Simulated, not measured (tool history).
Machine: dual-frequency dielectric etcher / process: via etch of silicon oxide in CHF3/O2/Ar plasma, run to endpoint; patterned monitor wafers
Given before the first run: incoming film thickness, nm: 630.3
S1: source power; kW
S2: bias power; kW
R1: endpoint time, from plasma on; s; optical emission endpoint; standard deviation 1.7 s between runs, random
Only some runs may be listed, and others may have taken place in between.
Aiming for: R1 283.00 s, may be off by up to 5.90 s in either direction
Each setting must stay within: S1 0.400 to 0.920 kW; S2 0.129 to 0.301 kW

Run 1, hour 0.0: S1 0.660 kW, S2 0.215 kW. Result: R1 334.63 s.
Run 2, hour 2.4: S1 0.560 kW, S2 0.215 kW. Result: R1 363.74 s.
Run 3, hour 7.0: S1 0.600 kW, S2 0.217 kW. Result: R1 348.84 s.
Run 4, hour 8.2: S1 0.500 kW, S2 0.217 kW. Result: R1 387.98 s.
Run 5, hour 9.5: S1 0.500 kW, S2 0.240 kW. Result: R1 372.02 s.
Run 6, hour 13.8: S1 0.410 kW, S2 0.240 kW. Result: R1 423.28 s.
Run 7, hour 17.7: S1 0.460 kW, S2 0.242 kW. Result: R1 391.39 s.
Run 8, hour 19.9: S1 0.500 kW, S2 0.244 kW. Result: R1 372.50 s.
Run 9, hour 22.5: S1 0.540 kW, S2 0.245 kW. Result: R1 353.48 s.
Run 10, hour 29.9: S1 0.570 kW, S2 0.246 kW. Result: R1 342.78 s.
Run 11, hour 30.8: S1 0.600 kW, S2 0.247 kW. Result: R1 334.37 s.
Run 12, hour 37.8: S1 0.620 kW, S2 0.248 kW. Result: R1 325.67 s.

Which of these 5 next moves meets every target?
Run A, hour 44.8: S1 0.700 kW, S2 0.269 kW. Result: R1 ?.
Run B, hour 44.8: S1 0.710 kW, S2 0.255 kW. Result: R1 ?.
Run C, hour 44.8: S1 0.750 kW, S2 0.271 kW. Result: R1 ?.
Run D, hour 44.8: S1 0.740 kW, S2 0.243 kW. Result: R1 ?.
Run E, hour 44.8: S1 0.680 kW, S2 0.268 kW. Result: R1 ?.

move      R1
   A  294.15
   B  298.38
   C  283.10
   D  297.82
   E  299.08
A: closes in on the targets versus the last run, not all within tolerance yet
B: closes in on the targets versus the last run, not all within tolerance yet
C: all results in spec
D: closes in on the targets versus the last run, not all within tolerance yet
E: closes in on the targets versus the last run, not all within tolerance yet
Answer: C

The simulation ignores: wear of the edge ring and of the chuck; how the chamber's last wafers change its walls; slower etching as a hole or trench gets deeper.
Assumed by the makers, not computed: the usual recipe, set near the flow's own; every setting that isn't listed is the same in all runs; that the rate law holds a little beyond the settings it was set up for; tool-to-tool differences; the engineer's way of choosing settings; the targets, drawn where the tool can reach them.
